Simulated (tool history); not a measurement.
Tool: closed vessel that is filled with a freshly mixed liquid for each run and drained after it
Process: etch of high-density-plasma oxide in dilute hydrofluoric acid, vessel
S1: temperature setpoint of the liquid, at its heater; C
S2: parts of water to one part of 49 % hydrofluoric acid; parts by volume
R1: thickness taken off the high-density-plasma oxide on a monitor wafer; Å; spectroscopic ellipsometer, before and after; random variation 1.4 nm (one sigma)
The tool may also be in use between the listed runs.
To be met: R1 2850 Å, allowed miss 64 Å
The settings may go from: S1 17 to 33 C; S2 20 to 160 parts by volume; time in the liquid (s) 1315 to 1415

{"run": 1, "hour": 0.0, "S1": 25, "S2": 90, "time in the liquid (s)": 1315, "R1": 788.26}
{"run": 2, "hour": 9.5, "S1": 27, "S2": 70, "time in the liquid (s)": 1345, "R1": 1164.8}
{"run": 3, "hour": 17.8, "S1": 28.5, "S2": 55, "time in the liquid (s)": 1345, "R1": 1590.7}
{"run": 4, "hour": 25.8, "S1": 32, "S2": 55, "time in the liquid (s)": 1345, "R1": 1820.7}
{"run": 5, "hour": 29.4, "S1": 32, "S2": 75, "time in the liquid (s)": 1345, "R1": 1302.9}
{"run": 6, "hour": 30.5, "S1": 32, "S2": 60, "time in the liquid (s)": 1345, "R1": 1665}
{"run": 7, "hour": 31.7, "S1": 32, "S2": 60, "time in the liquid (s)": 1345, "R1": 1652.1}
{"run": 8, "hour": 33.7, "S1": 32.5, "S2": 50, "time in the liquid (s)": 1345, "R1": 2062.5}
{"run": 9, "hour": 40.4, "S1": 32.5, "S2": 45, "time in the liquid (s)": 1345, "R1": 2328.2}
{"run": 10, "hour": 42.4, "S1": 32.5, "S2": 45, "time in the liquid (s)": 1345, "R1": 2302.8}

Which of these 4 next moves meets every target?
{"run": "A", "hour": 44.4, "S1": 31.5, "S2": 35, "time in the liquid (s)": 1385, "R1": "?"}
{"run": "B", "hour": 44.4, "S1": 32.5, "S2": 35, "time in the liquid (s)": 1365, "R1": "?"}
{"run": "C", "hour": 44.4, "S1": 31, "S2": 35, "time in the liquid (s)": 1355, "R1": "?"}
{"run": "D", "hour": 44.4, "S1": 32, "S2": 50, "time in the liquid (s)": 1395, "R1": "?"}

move=A R1=2983.1
move=B R1=3057.6
move=C R1=2861.4
move=D R1=2093
A: takes the result that was furthest off past its target
B: takes the result that was furthest off past its target
C: meets every target
D: further off than the last run
The right move is C.
